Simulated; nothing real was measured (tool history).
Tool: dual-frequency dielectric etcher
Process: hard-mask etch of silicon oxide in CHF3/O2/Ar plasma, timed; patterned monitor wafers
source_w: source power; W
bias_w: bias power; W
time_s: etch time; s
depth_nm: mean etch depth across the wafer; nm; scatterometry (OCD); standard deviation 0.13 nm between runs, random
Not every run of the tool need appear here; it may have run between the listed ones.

run,hour,source_w,bias_w,time_s,depth_nm
1,0.0,850,131,14.5,30.033
2,6.9,970,131,14.5,32.282
3,11.5,890,122,14.5,29.832
4,13.4,830,114,14.5,28.059
5,15.3,910,114,14.5,29.614
6,19.7,910,114,13.5,27.780
7,27.4,840,110,13.5,26.142

What will run 8 give?
8,31.5,780,109,13.5,?

Run 8 gave depth_nm 24.849 nm.

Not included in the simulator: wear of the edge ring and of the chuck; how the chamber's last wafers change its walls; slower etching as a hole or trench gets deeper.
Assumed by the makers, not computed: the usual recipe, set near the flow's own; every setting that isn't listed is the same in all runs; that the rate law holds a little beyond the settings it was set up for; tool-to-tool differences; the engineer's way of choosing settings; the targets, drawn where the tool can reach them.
